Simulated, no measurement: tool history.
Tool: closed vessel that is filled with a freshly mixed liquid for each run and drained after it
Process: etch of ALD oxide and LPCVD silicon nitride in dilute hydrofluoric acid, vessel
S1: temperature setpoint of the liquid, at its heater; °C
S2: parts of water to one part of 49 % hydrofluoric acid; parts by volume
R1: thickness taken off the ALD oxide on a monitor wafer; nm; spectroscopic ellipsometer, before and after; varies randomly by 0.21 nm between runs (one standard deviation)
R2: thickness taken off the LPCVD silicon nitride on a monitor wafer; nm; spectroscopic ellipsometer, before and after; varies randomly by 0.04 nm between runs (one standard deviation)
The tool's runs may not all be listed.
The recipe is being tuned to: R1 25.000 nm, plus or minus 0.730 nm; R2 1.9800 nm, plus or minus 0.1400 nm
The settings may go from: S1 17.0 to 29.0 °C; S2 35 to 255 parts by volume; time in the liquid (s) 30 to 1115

{"run": 1, "hour": 0.0, "S1": 21.0, "S2": 145, "time in the liquid (s)": 570, "R1": 32.355, "R2": 2.0634}
{"run": 2, "hour": 2.5, "S1": 21.5, "S2": 155, "time in the liquid (s)": 575, "R1": 30.528, "R2": 2.0231}
{"run": 3, "hour": 10.6, "S1": 22.0, "S2": 160, "time in the liquid (s)": 580, "R1": 30.543, "R2": 2.0942}
{"run": 4, "hour": 14.0, "S1": 22.0, "S2": 125, "time in the liquid (s)": 580, "R1": 41.166, "R2": 2.5438}
{"run": 5, "hour": 17.9, "S1": 23.5, "S2": 125, "time in the liquid (s)": 580, "R1": 42.699, "R2": 2.9378}
{"run": 6, "hour": 22.4, "S1": 23.5, "S2": 165, "time in the liquid (s)": 580, "R1": 30.906, "R2": 2.1774}
{"run": 7, "hour": 26.7, "S1": 23.5, "S2": 170, "time in the liquid (s)": 585, "R1": 29.97, "R2": 2.1201}
{"run": 8, "hour": 33.5, "S1": 24.0, "S2": 175, "time in the liquid (s)": 590, "R1": 30.019, "R2": 2.1909}
{"run": 9, "hour": 41.1, "S1": 24.0, "S2": 180, "time in the liquid (s)": 595, "R1": 29.409, "R2": 2.1194}
{"run": 10, "hour": 49.6, "S1": 24.0, "S2": 185, "time in the liquid (s)": 600, "R1": 28.818, "R2": 2.0716}

4 next moves are on the table. One of them brings every result within its allowed miss. Which?
{"run": "A", "hour": 58.1, "S1": 20.5, "S2": 240, "time in the liquid (s)": 785, "R1": "?", "R2": "?"}
{"run": "B", "hour": 58.1, "S1": 18.5, "S2": 175, "time in the liquid (s)": 865, "R1": "?", "R2": "?"}
{"run": "C", "hour": 58.1, "S1": 24.5, "S2": 245, "time in the liquid (s)": 730, "R1": "?", "R2": "?"}
{"run": "D", "hour": 58.1, "S1": 19.5, "S2": 245, "time in the liquid (s)": 815, "R1": "?", "R2": "?"}

move=A R1=23.834 R2=1.6775
move=B R1=35.491 R2=2.2008
move=C R1=25.011 R2=1.9681
move=D R1=23.234 R2=1.6003
A: takes the biggest miss from the last run beyond its target
B: moves away from the targets compared with the last run
C: every result within its allowed miss
D: takes the biggest miss from the last run beyond its target
The right move is C.
